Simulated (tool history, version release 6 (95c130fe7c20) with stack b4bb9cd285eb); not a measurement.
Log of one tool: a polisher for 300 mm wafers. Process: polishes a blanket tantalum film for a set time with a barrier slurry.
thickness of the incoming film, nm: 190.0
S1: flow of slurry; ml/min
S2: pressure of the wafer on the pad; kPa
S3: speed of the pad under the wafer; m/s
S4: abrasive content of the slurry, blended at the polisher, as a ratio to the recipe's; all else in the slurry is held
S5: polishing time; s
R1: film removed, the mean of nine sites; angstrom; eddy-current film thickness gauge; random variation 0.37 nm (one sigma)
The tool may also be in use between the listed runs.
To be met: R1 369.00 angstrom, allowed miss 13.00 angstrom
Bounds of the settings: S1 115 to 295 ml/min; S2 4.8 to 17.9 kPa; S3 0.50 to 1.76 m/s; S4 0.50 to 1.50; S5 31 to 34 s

run    day   S1    S2    S3    S4  S5      R1
  1  0.000  190  11.0  1.12  1.00  34  482.72
  2  0.071  170  11.0  1.12  1.00  34  463.97
  3  0.279  170  11.0  1.24  1.00  34  520.90
  4  0.342  165  10.3  1.24  1.00  34  492.73
  5  0.562  165  10.3  1.24  1.00  34  483.04
  6  0.729  160   9.7  1.24  1.00  34  458.85
  7  0.929  155   9.0  1.24  1.00  34  427.07
  8  1.217  150   6.9  1.24  1.00  34  341.01
  9  1.333  155   6.9  1.24  1.00  34  339.98

5 next moves are on the table. One of them brings every result within its allowed miss. Which?
  A  1.450  170  6.9  1.40  1.05  32   ?
  B  1.450  185  9.7  1.16  0.75  34   ?
  C  1.450  130  6.2  1.30  1.25  32   ?
  D  1.450  150  7.6  1.42  0.90  34   ?
  E  1.450  135  6.2  1.42  0.90  31   ?

move      R1
   A  378.99
   B  402.72
   C  321.53
   D  411.19
   E  310.49
A: meets every target
B: takes the result that was furthest off past its target
C: further off than the last run
D: takes the result that was furthest off past its target
E: further off than the last run
The right move is A.
